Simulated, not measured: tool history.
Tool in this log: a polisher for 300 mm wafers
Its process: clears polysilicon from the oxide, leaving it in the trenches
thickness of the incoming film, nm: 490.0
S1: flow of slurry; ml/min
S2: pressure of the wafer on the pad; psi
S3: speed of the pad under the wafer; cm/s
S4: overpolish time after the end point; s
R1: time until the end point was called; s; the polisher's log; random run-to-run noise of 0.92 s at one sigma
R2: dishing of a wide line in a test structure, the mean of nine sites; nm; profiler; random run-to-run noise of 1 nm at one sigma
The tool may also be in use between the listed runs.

run 1 hour=0.0 | S1=200 S2=2.5 S3=110 S4=15 | R1=39.447 R2=51.694
run 2 hour=1.4 | S1=220 S2=2.5 S3=110 S4=15 | R1=37.381 R2=50.408
run 3 hour=4.2 | S1=220 S2=2.5 S3=110 S4=12 | R1=38.545 R2=46.438
run 4 hour=11.7 | S1=205 S2=2.2 S3=108 S4=13 | R1=44.085 R2=48.194
run 5 hour=17.6 | S1=225 S2=2.2 S3=108 S4=13 | R1=43.753 R2=48.711
run 6 hour=20.0 | S1=225 S2=2.4 S3=108 S4=13 | R1=39.153 R2=48.144
run 7 hour=22.5 | S1=225 S2=2.4 S3=108 S4=13 | R1=40.024 R2=48.272
run 8 hour=25.0 | S1=215 S2=2.1 S3=106 S4=13 | R1=47.079 R2=46.536
run 9 hour=29.8 | S1=205 S2=1.9 S3=106 S4=15 | R1=51.940 R2=50.179

What will run 10 give?
run 10 hour=35.4 | S1=195 S2=1.8 S3=106 S4=15 | R1=? R2=?

{"run 10": {"R1": 54.473, "R2": 46.608}}

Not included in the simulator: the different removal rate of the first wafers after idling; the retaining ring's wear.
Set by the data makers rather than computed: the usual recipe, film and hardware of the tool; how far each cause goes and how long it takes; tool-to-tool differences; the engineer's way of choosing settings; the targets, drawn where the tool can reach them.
